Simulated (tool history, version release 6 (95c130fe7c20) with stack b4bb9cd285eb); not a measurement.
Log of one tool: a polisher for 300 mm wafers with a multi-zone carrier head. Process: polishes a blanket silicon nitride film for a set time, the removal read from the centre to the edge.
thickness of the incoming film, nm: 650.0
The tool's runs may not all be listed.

run	hour	flow of slurry (ml/min)	pressure of the head's centre zone	pressure of the head's middle zone	pressure of the head's edge zone	polishing time (s)	film removed at the wafer's centre (angstrom)	film removed at mid-radius (angstrom)	film removed at the wafer's edge (angstrom)
1	0	140	1	1	1	51	929.82	987.15	956.27
2	1.2	155	1	1	1	51	963.03	1012.4	938.78
3	5.1	155	0.94	1	1	51	908.41	1020.2	954.87
4	9.9	150	0.92	0.99	0.96	45	782.78	882.3	835.3
5	12.7	150	0.92	0.99	1.03	45	765.17	874.29	859.8
6	14	150	0.92	0.96	1.03	45	767.94	861.09	857.8
7	15.3	145	0.9	0.97	0.99	41	688.96	790.11	769.58
8	20.3	145	0.89	0.97	0.96	38	626.51	721.65	693.93
9	28.4	140	0.88	0.97	0.93	36	602.69	678.53	654.16

Forecast run 10:
10	30.7	135	0.87	0.98	0.91	34	?	?	?

{"run 10": {"film removed at the wafer's centre (angstrom)": 552.1, "film removed at mid-radius (angstrom)": 639.06, "film removed at the wafer's edge (angstrom)": 605.08}}
